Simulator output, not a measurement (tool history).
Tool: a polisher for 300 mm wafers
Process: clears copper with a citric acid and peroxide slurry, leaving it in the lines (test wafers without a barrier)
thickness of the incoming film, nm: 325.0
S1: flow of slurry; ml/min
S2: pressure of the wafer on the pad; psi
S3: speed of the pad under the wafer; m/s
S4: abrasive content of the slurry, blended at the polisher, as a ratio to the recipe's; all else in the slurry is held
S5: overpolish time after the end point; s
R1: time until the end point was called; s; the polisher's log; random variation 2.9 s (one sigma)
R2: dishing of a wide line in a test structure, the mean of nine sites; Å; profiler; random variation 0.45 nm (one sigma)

| run | hour | S1 | S2 | S3 | S4 | S5 | R1 | R2 |
|---|---|---|---|---|---|---|---|---|
| 1 | 0.0 | 285 | 2.2 | 1.34 | 1.00 | 11 | 160.77 | 153.54 |
| 2 | 4.4 | 250 | 2.2 | 1.34 | 1.00 | 11 | 162.72 | 152.58 |
| 3 | 9.8 | 250 | 2.2 | 1.34 | 0.85 | 11 | 164.22 | 149.56 |
| 4 | 11.3 | 250 | 2.0 | 1.34 | 0.85 | 13 | 181.28 | 169.08 |
| 5 | 13.4 | 250 | 2.0 | 1.52 | 0.85 | 13 | 164.72 | 185.78 |
| 6 | 22.2 | 250 | 1.5 | 1.52 | 0.85 | 13 | 203.76 | 141.81 |

The next listed run, before its measurement:
| 7 | 23.6 | 250 | 1.4 | 1.52 | 0.85 | 14 | ? | ? |

Run 7 gave R1 225.05 s, R2 148.00 Å.
